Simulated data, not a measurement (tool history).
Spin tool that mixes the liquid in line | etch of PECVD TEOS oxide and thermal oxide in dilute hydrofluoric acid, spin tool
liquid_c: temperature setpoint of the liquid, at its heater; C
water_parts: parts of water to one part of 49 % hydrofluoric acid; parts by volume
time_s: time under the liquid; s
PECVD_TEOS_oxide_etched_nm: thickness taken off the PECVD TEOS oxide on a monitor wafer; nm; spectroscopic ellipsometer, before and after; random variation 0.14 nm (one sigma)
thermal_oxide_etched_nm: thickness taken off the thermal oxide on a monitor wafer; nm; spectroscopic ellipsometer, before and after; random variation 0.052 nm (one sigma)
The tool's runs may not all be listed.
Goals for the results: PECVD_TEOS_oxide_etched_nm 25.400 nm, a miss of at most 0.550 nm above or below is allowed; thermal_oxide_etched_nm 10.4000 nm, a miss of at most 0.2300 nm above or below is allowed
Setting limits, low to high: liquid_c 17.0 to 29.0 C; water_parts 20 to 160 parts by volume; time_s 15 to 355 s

run  hour  liquid_c  water_parts  time_s  PECVD_TEOS_oxide_etched_nm  thermal_oxide_etched_nm
  1   0.0      21.0           90     180                      18.960                   7.7386
  2   0.8      21.0           60     180                      29.402                  12.0800
  3   9.7      20.0           60     180                      28.195                  11.6320
  4  17.6      19.0           60     180                      26.824                  11.1750
  5  18.5      18.5           60     180                      26.412                  10.8260
  6  22.5      18.5           60     145                      21.171                   8.7829
  7  24.5      20.0           60     145                      22.677                   9.3175
  8  30.7      21.0           60     145                      23.878                   9.6585
  9  33.3      21.5           60     145                      24.164                   9.9283
 10  38.7      22.0           60     145                      24.635                  10.1310

Of the 5 settings listed for the next run, only one would bring every result within its allowed miss of target. Which one?
  A  44.1      25.0           75     175                           ?                        ?
  B  44.1      17.0           65     210                           ?                        ?
  C  44.1      21.5           45     120                           ?                        ?
  D  44.1      26.5           85     180                           ?                        ?
  E  44.1      28.5          140     315                           ?                        ?

move  PECVD_TEOS_oxide_etched_nm  thermal_oxide_etched_nm
   A                      26.409                  10.9790
   B                      26.542                  11.0350
   C                      27.166                  11.2940
   D                      25.101                  10.4360
   E                      26.777                  11.1330
A: the result that was furthest off in the last run now lies on the other side of its target
B: the result that was furthest off in the last run now lies on the other side of its target
C: the result that was furthest off in the last run now lies on the other side of its target
D: each result inside its tolerance
E: the result that was furthest off in the last run now lies on the other side of its target
The right move is D.
